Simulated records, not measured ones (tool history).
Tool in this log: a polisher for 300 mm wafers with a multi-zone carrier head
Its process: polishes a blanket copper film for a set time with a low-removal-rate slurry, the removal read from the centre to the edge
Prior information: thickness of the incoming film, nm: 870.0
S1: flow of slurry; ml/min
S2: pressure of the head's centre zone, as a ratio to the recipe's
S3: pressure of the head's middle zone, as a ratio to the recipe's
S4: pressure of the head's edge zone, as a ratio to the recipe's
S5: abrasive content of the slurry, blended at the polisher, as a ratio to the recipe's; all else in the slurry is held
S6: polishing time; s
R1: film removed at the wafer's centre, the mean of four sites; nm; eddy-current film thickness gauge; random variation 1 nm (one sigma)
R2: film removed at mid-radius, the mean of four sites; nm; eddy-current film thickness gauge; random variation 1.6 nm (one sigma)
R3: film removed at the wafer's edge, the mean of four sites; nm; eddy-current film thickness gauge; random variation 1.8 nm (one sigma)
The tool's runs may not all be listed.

run 1 hour=0.0 | S1=285 S2=1.00 S3=1.00 S4=1.00 S5=1.00 S6=45 | R1=98.82 R2=97.466 R3=100.180
run 2 hour=3.6 | S1=285 S2=1.06 S3=1.00 S4=1.00 S5=1.00 S6=45 | R1=105.88 R2=97.952 R3=101.460
run 3 hour=7.5 | S1=285 S2=1.06 S3=1.06 S4=1.00 S5=1.00 S6=45 | R1=104.60 R2=102.030 R3=101.280
run 4 hour=12.3 | S1=285 S2=1.06 S3=1.06 S4=0.96 S5=1.00 S6=45 | R1=103.80 R2=103.300 R3=100.300
run 5 hour=19.8 | S1=285 S2=1.06 S3=1.06 S4=0.87 S5=1.00 S6=45 | R1=104.62 R2=100.880 R3=94.334
run 6 hour=26.3 | S1=290 S2=1.08 S3=1.06 S4=0.91 S5=1.05 S6=46 | R1=109.78 R2=103.300 R3=99.552
run 7 hour=32.4 | S1=295 S2=1.09 S3=1.07 S4=0.94 S5=1.10 S6=47 | R1=115.17 R2=107.900 R3=107.140
run 8 hour=37.6 | S1=300 S2=1.10 S3=1.09 S4=0.95 S5=1.15 S6=48 | R1=119.26 R2=112.670 R3=110.220

Run 9 comes next. What will it give?
run 9 hour=44.4 | S1=305 S2=1.11 S3=1.10 S4=0.97 S5=1.20 S6=49 | R1=? R2=? R3=?

R1: 122.91 nm
R2: 120.690 nm
R3: 112.250 nm
